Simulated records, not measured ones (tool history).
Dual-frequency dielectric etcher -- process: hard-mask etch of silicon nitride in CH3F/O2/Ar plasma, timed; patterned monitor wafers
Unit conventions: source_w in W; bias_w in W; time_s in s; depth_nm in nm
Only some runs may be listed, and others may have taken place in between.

run,hour,source_w,bias_w,time_s,depth_nm
1,0,310,82,183,114.48
2,2,270,82,183,106.06
3,9.6,270,88,183,111.67
4,15.2,270,83,183,107.17
5,21.6,300,83,183,111.26
6,29,300,83,183,109.96
7,37.8,290,81,183,110.5
8,44.9,280,79,183,105.95

Forecast run 9:
9,52.6,270,78,183,?

Run 9 came out at depth_nm 103.45 nm.
